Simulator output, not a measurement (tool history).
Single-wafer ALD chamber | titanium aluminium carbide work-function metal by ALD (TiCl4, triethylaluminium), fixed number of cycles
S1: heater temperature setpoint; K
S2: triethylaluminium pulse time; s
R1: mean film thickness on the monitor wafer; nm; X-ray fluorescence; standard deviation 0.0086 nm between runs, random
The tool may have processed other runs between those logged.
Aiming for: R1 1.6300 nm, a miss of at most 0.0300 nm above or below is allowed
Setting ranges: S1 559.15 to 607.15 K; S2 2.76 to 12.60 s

Run 1, day 0.000: S1 583.15 K, S2 7.68 s. Result: R1 1.9903 nm.
Run 2, day 0.108: S1 578.15 K, S2 6.68 s. Result: R1 1.8791 nm.
Run 3, day 0.375: S1 578.15 K, S2 8.11 s. Result: R1 1.9548 nm.
Run 4, day 0.704: S1 585.15 K, S2 8.11 s. Result: R1 2.0354 nm.
Run 5, day 0.779: S1 594.15 K, S2 8.11 s. Result: R1 2.0798 nm.
Run 6, day 0.838: S1 588.15 K, S2 6.80 s. Result: R1 1.9640 nm.
Run 7, day 1.079: S1 583.15 K, S2 5.96 s. Result: R1 1.8902 nm.
Run 8, day 1.171: S1 571.15 K, S2 3.50 s. Result: R1 1.4843 nm.
Run 9, day 1.225: S1 574.15 K, S2 3.55 s. Result: R1 1.5143 nm.
Run 10, day 1.525: S1 576.15 K, S2 3.60 s. Result: R1 1.5148 nm.
Run 11, day 1.588: S1 579.15 K, S2 3.67 s. Result: R1 1.5611 nm.
Run 12, day 1.958: S1 581.15 K, S2 3.71 s. Result: R1 1.5696 nm.
Run 13, day 2.038: S1 582.15 K, S2 3.76 s. Result: R1 1.6117 nm.

Consider the 5 candidate settings below. Which is the only one whose results all fall within their allowed miss of target?
Run A, day 2.117: S1 569.15 K, S2 3.99 s. Result: R1 ?.
Run B, day 2.117: S1 572.15 K, S2 4.02 s. Result: R1 ?.
Run C, day 2.117: S1 587.15 K, S2 4.07 s. Result: R1 ?.
Run D, day 2.117: S1 585.15 K, S2 3.44 s. Result: R1 ?.
Run E, day 2.117: S1 588.15 K, S2 3.78 s. Result: R1 ?.

move      R1
   A  1.5428
   B  1.5676
   C  1.6782
   D  1.5565
   E  1.6376
A: the biggest miss grows against the last run
B: the biggest miss grows against the last run
C: the result that was furthest off in the last run now lies on the other side of its target
D: the biggest miss grows against the last run
E: meets every target
So the answer is move E, the one that meets all the targets.
